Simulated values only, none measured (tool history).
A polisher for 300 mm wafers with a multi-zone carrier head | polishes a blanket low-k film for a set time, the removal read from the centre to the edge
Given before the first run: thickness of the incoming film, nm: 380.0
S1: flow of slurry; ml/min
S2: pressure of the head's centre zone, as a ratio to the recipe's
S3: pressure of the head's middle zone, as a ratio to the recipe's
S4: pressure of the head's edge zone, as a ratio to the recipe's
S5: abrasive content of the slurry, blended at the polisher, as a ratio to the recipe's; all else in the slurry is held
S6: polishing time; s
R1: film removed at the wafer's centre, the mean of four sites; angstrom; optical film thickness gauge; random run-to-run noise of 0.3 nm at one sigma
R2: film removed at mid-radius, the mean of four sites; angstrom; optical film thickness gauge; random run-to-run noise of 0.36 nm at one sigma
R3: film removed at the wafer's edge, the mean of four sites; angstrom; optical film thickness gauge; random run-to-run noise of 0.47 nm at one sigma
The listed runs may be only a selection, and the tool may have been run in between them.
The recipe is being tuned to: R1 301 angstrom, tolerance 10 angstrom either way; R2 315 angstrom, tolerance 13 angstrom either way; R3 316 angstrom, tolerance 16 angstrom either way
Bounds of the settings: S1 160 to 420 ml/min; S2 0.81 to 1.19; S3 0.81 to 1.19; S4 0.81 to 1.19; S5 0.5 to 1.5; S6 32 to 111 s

| run | hour | S1 | S2 | S3 | S4 | S5 | S6 | R1 | R2 | R3 |
|---|---|---|---|---|---|---|---|---|---|---|
| 1 | 0 | 270 | 1 | 1 | 1 | 1 | 71 | 350.93 | 364.85 | 369.63 |
| 2 | 2.8 | 265 | 0.98 | 0.98 | 0.96 | 0.95 | 71 | 340.19 | 352.87 | 349.1 |
| 3 | 4.7 | 265 | 0.98 | 0.98 | 0.96 | 0.95 | 84 | 395.49 | 409.38 | 412.77 |
| 4 | 13 | 260 | 0.95 | 0.95 | 0.93 | 0.85 | 84 | 364.74 | 379.96 | 383.4 |
| 5 | 16.9 | 260 | 0.93 | 0.93 | 0.9 | 0.8 | 84 | 341.24 | 355.57 | 361.24 |
| 6 | 22.7 | 260 | 0.92 | 0.92 | 0.88 | 0.75 | 84 | 329.26 | 351.46 | 359.31 |
|  | 28.4 | centre zone pressure recalibrated |
| 7 | 28.4 | 255 | 0.93 | 0.92 | 0.86 | 0.7 | 84 | 342.47 | 331.37 | 334.97 |
| 8 | 33.7 | 250 | 0.91 | 0.92 | 0.85 | 0.7 | 84 | 326.24 | 338.19 | 337.34 |
| 9 | 37.1 | 250 | 0.9 | 0.91 | 0.84 | 0.7 | 84 | 321.24 | 330.24 | 328.86 |
| 10 | 45.6 | 250 | 0.9 | 0.91 | 0.84 | 0.7 | 84 | 329.49 | 328.94 | 335.43 |

Next run, 4 choices. One meets every target within its allowed miss, the rest don't. Which?
| A | 54.1 | 240 | 0.94 | 1.12 | 0.81 | 0.6 | 83 | ? | ? | ? |
| B | 54.1 | 310 | 0.93 | 1.03 | 0.81 | 0.5 | 101 | ? | ? | ? |
| C | 54.1 | 180 | 1.04 | 0.98 | 0.81 | 0.75 | 80 | ? | ? | ? |
| D | 54.1 | 260 | 0.92 | 0.96 | 0.92 | 0.6 | 83 | ? | ? | ? |

| move | R1 | R2 | R3 |
|---|---|---|---|
| A | 308.09 | 359.11 | 292.22 |
| B | 339.55 | 371.79 | 323.14 |
| C | 356.44 | 340.96 | 313.3 |
| D | 304.52 | 318.2 | 311.89 |
A: the furthest-off result lands on target, but another misses its tolerance
B: the biggest miss grows against the last run
C: the biggest miss grows against the last run
D: all results land within tolerance of their targets
The right move is D.
